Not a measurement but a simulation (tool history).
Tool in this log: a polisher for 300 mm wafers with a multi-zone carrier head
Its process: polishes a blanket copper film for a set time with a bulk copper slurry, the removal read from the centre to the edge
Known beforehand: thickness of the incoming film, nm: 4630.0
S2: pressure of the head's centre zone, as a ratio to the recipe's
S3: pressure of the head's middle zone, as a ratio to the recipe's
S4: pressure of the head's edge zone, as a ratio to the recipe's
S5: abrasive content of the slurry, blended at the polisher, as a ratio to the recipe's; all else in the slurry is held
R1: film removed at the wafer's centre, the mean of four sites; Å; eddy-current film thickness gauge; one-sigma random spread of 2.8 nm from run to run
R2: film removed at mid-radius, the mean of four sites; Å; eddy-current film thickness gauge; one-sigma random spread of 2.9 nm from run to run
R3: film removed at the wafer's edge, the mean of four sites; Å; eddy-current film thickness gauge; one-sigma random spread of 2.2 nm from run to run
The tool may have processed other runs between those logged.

{"run": 1, "hour": 0.0, "flow of slurry (ml/min)": 240, "S2": 1, "S3": 1, "S4": 1, "S5": 1, "polishing time (s)": 50, "R1": 4069, "R2": 3995.2, "R3": 4004.1}
{"run": 2, "hour": 7.2, "flow of slurry (ml/min)": 235, "S2": 1, "S3": 0.98, "S4": 1, "S5": 0.95, "polishing time (s)": 50, "R1": 3980.8, "R2": 3870.6, "R3": 3961.7}
{"run": 3, "hour": 13.0, "flow of slurry (ml/min)": 235, "S2": 1, "S3": 0.98, "S4": 1, "S5": 0.95, "polishing time (s)": 58, "R1": 4558.7, "R2": 4512.6, "R3": 4570.6}
{"run": 4, "hour": 20.3, "flow of slurry (ml/min)": 235, "S2": 1, "S3": 0.98, "S4": 1, "S5": 0.95, "polishing time (s)": 65, "R1": 5165.2, "R2": 4972.2, "R3": 5109.2}
{"run": 5, "hour": 24.5, "flow of slurry (ml/min)": 235, "S2": 1, "S3": 0.98, "S4": 0.97, "S5": 0.95, "polishing time (s)": 65, "R1": 5084.8, "R2": 5075.3, "R3": 5044.7}
{"run": 6, "hour": 32.0, "flow of slurry (ml/min)": 230, "S2": 1.01, "S3": 0.96, "S4": 0.97, "S5": 0.9, "polishing time (s)": 63, "R1": 4862.8, "R2": 4729.8, "R3": 4833.8}
{"run": 7, "hour": 35.8, "flow of slurry (ml/min)": 230, "S2": 1.02, "S3": 0.94, "S4": 0.97, "S5": 0.85, "polishing time (s)": 61, "R1": 4711.9, "R2": 4411.3, "R3": 4633.5}
{"run": 8, "hour": 40.1, "flow of slurry (ml/min)": 230, "S2": 1.03, "S3": 0.93, "S4": 0.97, "S5": 0.8, "polishing time (s)": 60, "R1": 4588.8, "R2": 4192.2, "R3": 4413.5}

The next listed run, before its measurement:
{"run": 9, "hour": 45.6, "flow of slurry (ml/min)": 225, "S2": 1.03, "S3": 0.92, "S4": 0.97, "S5": 0.75, "polishing time (s)": 59, "R1": "?", "R2": "?", "R3": "?"}

R1: 4425.4 Å
R2: 4042.5 Å
R3: 4213.9 Å

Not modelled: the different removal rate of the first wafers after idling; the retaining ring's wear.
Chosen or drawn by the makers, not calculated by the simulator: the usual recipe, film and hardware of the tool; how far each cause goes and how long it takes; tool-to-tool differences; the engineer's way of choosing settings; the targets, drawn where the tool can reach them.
